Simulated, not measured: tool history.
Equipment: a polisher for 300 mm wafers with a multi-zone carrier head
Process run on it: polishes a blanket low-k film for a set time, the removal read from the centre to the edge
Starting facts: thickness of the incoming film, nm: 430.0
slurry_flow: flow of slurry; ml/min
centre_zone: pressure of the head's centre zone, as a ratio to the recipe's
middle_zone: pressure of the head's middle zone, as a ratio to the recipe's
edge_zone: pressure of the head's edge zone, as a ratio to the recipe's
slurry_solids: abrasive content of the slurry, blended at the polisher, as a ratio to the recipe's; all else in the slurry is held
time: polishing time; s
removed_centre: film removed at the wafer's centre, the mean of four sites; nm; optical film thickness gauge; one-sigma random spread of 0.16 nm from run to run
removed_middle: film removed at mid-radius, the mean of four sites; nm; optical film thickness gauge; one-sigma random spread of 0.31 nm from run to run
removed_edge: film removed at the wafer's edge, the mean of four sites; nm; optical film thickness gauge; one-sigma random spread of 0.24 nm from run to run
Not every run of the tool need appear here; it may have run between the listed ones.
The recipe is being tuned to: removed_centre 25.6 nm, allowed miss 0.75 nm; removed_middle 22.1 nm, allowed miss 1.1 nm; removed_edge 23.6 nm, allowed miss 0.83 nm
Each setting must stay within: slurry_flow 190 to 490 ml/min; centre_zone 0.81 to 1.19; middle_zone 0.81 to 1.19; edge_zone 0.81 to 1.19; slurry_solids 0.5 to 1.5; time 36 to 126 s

run  hour  slurry_flow  centre_zone  middle_zone  edge_zone  slurry_solids  time  removed_centre  removed_middle  removed_edge
  1     0          315            1            1          1              1    81          38.335          39.019        38.572
  2   3.5          375            1            1          1              1    81           38.69          38.629        38.363
  3  11.2          375            1         0.95          1              1    81          38.838            37.8        38.974
  4  20.1          375         0.92         0.95          1              1    81          36.087          36.909        38.416
  5  22.5          385         0.95         0.92       0.97           0.85    76          32.814          32.398        33.418
  6  24.8          390         0.97         0.89       0.96           0.75    72          30.859              29        30.873
  7  33.6          390         0.97         0.89       0.96           0.75    72          30.695          28.579        30.694
  8  38.8          390         0.97         0.89       0.96           0.75    72          30.798          29.021        30.854
  9  39.9          395         0.98         0.88       0.94            0.7    69          29.302          26.916         28.52

Pick the move, out of 4, that brings all results within their allowed miss; only one does.
  A    41          450         0.98         0.92       0.94           0.55    68               ?               ?             ?
  B    41          365            1         0.92       0.89            0.7    63               ?               ?             ?
  C    41          405         1.06          0.9       0.98           0.95    51               ?               ?             ?
  D    41          365         1.06         0.83       0.86            0.8    76               ?               ?             ?

move  removed_centre  removed_middle  removed_edge
   A          26.941          25.058        26.633
   B          27.069          24.696        25.659
   C          25.695          21.686         23.99
   D          36.064          28.508        31.796
A: an improvement on the last run, though not all results are within tolerance
B: an improvement on the last run, though not all results are within tolerance
C: hits every target within its allowed miss
D: moves away from the targets compared with the last run
Go with C: it meets all targets.
